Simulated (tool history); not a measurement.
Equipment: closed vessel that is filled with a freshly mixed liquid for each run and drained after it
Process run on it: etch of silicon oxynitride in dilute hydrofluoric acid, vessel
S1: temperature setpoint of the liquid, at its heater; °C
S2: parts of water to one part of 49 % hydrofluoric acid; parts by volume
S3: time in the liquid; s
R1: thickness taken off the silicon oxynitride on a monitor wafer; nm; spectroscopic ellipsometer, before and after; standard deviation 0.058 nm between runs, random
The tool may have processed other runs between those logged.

run	hour	S1	S2	S3	R1
1	0.0	23.0	225	635	9.5465
2	3.8	22.0	225	635	9.3078
3	10.5	22.0	305	635	6.4941
4	18.8	22.0	305	490	5.0018
5	21.4	24.0	300	490	5.5662
6	28.2	25.5	285	490	6.3934
7	37.1	29.5	280	490	7.6128

Estimate the outcome of run 8 from the log above:
8	42.8	30.0	280	490	?

Run 8 gave R1 7.8562 nm.
